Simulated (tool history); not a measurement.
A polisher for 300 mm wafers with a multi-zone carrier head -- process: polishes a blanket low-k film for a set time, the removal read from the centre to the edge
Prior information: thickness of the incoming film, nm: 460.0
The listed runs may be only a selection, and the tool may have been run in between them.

| run | hour | flow of slurry (ml/min) | pressure of the head's centre zone | pressure of the head's middle zone | pressure of the head's edge zone | abrasive content of the slurry | polishing time (s) | film removed at the wafer's centre (nm) | film removed at mid-radius (nm) | film removed at the wafer's edge (nm) |
|---|---|---|---|---|---|---|---|---|---|---|
| 1 | 0.0 | 250 | 1.00 | 1.00 | 1.00 | 1.00 | 51 | 18.800 | 18.574 | 19.150 |
| 2 | 2.1 | 190 | 1.00 | 1.00 | 1.00 | 1.00 | 51 | 18.576 | 18.568 | 18.941 |
| 3 | 11.1 | 190 | 1.01 | 0.98 | 0.98 | 0.95 | 51 | 18.006 | 17.768 | 18.079 |
| 4 | 18.1 | 190 | 1.01 | 0.98 | 0.98 | 0.95 | 38 | 13.508 | 13.230 | 13.602 |
| 5 | 27.1 | 190 | 1.01 | 0.90 | 0.98 | 0.95 | 38 | 13.130 | 12.531 | 13.931 |
| 6 | 32.1 | 195 | 1.03 | 0.92 | 1.00 | 1.00 | 38 | 14.123 | 12.693 | 14.103 |
| 7 | 37.2 | 200 | 1.03 | 0.94 | 1.02 | 1.05 | 38 | 14.456 | 13.332 | 14.694 |
| 8 | 45.3 | 205 | 1.04 | 0.95 | 1.03 | 1.05 | 38 | 14.682 | 13.324 | 14.700 |
| 9 | 47.8 | 210 | 1.05 | 0.96 | 1.04 | 1.05 | 38 | 14.922 | 13.429 | 15.125 |
| 10 | 56.8 | 280 | 1.15 | 1.04 | 1.01 | 1.10 | 38 | 17.348 | 15.245 | 15.054 |
| 11 | 59.7 | 280 | 1.15 | 1.03 | 1.02 | 1.10 | 38 | 16.949 | 14.973 | 15.212 |
| 12 | 64.0 | 280 | 1.15 | 1.03 | 1.03 | 1.10 | 38 | 16.833 | 15.410 | 15.215 |
| 13 | 71.8 | 280 | 1.15 | 1.02 | 1.04 | 1.10 | 38 | 17.296 | 14.776 | 15.422 |

For run 14, what comes out?
| 14 | 75.1 | 280 | 1.15 | 1.02 | 1.05 | 1.10 | 38 | ? | ? | ? |

{"run 14": {"film removed at the wafer's centre (nm)": 17.246, "film removed at mid-radius (nm)": 15.16, "film removed at the wafer's edge (nm)": 15.424}}
